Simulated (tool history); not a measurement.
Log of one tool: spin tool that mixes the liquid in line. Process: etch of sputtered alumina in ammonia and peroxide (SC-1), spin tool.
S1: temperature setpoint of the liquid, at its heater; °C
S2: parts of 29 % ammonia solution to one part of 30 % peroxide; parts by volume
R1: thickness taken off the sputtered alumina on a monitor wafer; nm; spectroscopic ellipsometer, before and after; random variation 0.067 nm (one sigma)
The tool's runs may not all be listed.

{"run": 1, "hour": 0.0, "S1": 50, "S2": 0.5, "time under the liquid (s)": 100, "R1": 9.134}
{"run": 2, "hour": 7.0, "S1": 54.5, "S2": 0.5, "time under the liquid (s)": 100, "R1": 11.696}
{"run": 3, "hour": 8.4, "S1": 51, "S2": 0.5, "time under the liquid (s)": 100, "R1": 9.6128}
{"run": 4, "hour": 14.2, "S1": 51, "S2": 0.5, "time under the liquid (s)": 100, "R1": 9.6943}
{"run": 5, "hour": 18.7, "S1": 57, "S2": 0.5, "time under the liquid (s)": 100, "R1": 13.251}
{"run": 6, "hour": 25.4, "S1": 57, "S2": 0.5, "time under the liquid (s)": 80, "R1": 10.622}
{"run": 7, "hour": 27.2, "S1": 58, "S2": 0.5, "time under the liquid (s)": 80, "R1": 11.043}
{"run": 8, "hour": 33.0, "S1": 58.5, "S2": 0.5, "time under the liquid (s)": 80, "R1": 11.491}

Run 9 comes next. What will it give?
{"run": 9, "hour": 36.7, "S1": 59, "S2": 0.5, "time under the liquid (s)": 80, "R1": "?"}

{"run 9": {"R1": 11.795}}
